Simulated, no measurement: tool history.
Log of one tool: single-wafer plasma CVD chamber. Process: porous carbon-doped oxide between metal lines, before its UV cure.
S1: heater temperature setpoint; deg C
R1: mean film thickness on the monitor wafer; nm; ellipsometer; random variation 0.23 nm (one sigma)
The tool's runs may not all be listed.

run 1 hour=0.0 | S1=320 RF_power_(W)=650 deposition_time_(s)=20.5 | R1=115.30
run 2 hour=4.3 | S1=324 RF_power_(W)=645 deposition_time_(s)=20.5 | R1=112.98
run 3 hour=12.4 | S1=317 RF_power_(W)=645 deposition_time_(s)=20.5 | R1=116.46
run 4 hour=14.6 | S1=322 RF_power_(W)=635 deposition_time_(s)=20.5 | R1=112.05
run 5 hour=20.0 | S1=327 RF_power_(W)=635 deposition_time_(s)=20.5 | R1=109.72
run 6 hour=21.8 | S1=330 RF_power_(W)=630 deposition_time_(s)=20.5 | R1=107.73

Forecast run 7:
run 7 hour=29.8 | S1=332 RF_power_(W)=625 deposition_time_(s)=20.5 | R1=?

{"run 7": {"R1": 106.12}}
